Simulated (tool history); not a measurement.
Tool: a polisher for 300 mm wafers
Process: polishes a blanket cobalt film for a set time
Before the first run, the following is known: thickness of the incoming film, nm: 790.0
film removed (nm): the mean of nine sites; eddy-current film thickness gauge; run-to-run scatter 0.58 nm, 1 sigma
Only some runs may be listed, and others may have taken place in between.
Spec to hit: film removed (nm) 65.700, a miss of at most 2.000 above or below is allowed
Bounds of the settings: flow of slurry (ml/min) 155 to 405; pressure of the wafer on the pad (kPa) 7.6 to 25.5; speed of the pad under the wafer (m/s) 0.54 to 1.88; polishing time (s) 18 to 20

| run | hour | flow of slurry (ml/min) | pressure of the wafer on the pad (kPa) | speed of the pad under the wafer (m/s) | polishing time (s) | film removed (nm) |
|---|---|---|---|---|---|---|
| 1 | 0.0 | 260 | 16.5 | 1.20 | 20 | 140.860 |
| 2 | 8.0 | 260 | 16.5 | 1.20 | 18 | 127.670 |
| 3 | 10.9 | 260 | 13.8 | 1.16 | 18 | 105.650 |
| 4 | 16.5 | 200 | 13.8 | 1.16 | 18 | 100.700 |
| 5 | 20.6 | 195 | 11.7 | 1.16 | 18 | 84.816 |
| 6 | 23.0 | 215 | 11.7 | 1.16 | 18 | 87.445 |
| 7 | 29.6 | 205 | 10.3 | 1.16 | 18 | 77.173 |
| 8 | 31.3 | 200 | 9.7 | 1.16 | 18 | 71.728 |
| 9 | 33.6 | 195 | 9.7 | 1.16 | 18 | 71.836 |
| 10 | 39.4 | 190 | 9.7 | 1.16 | 18 | 71.472 |
| 11 | 42.0 | 185 | 9.7 | 1.16 | 18 | 70.322 |
| 12 | 48.2 | 180 | 9.7 | 1.16 | 18 | 69.935 |
| 13 | 53.0 | 175 | 9.7 | 1.16 | 18 | 71.797 |
| 14 | 54.9 | 175 | 9.7 | 1.16 | 18 | 70.212 |
| 15 | 55.7 | 170 | 9.7 | 1.16 | 18 | 70.157 |

Which single option among these 4 for the next run brings every result within its allowed miss of target? Just one does.
| A | 56.5 | 165 | 9.7 | 1.08 | 18 | ? |
| B | 56.5 | 190 | 9.0 | 1.16 | 20 | ? |
| C | 56.5 | 240 | 11.0 | 0.98 | 19 | ? |
| D | 56.5 | 180 | 10.3 | 1.06 | 19 | ? |

| move | film removed (nm) |
|---|---|
| A | 65.911 |
| B | 74.705 |
| C | 75.634 |
| D | 73.935 |
A: all results in spec
B: moves away from the targets compared with the last run
C: moves away from the targets compared with the last run
D: moves away from the targets compared with the last run
A meets every target.
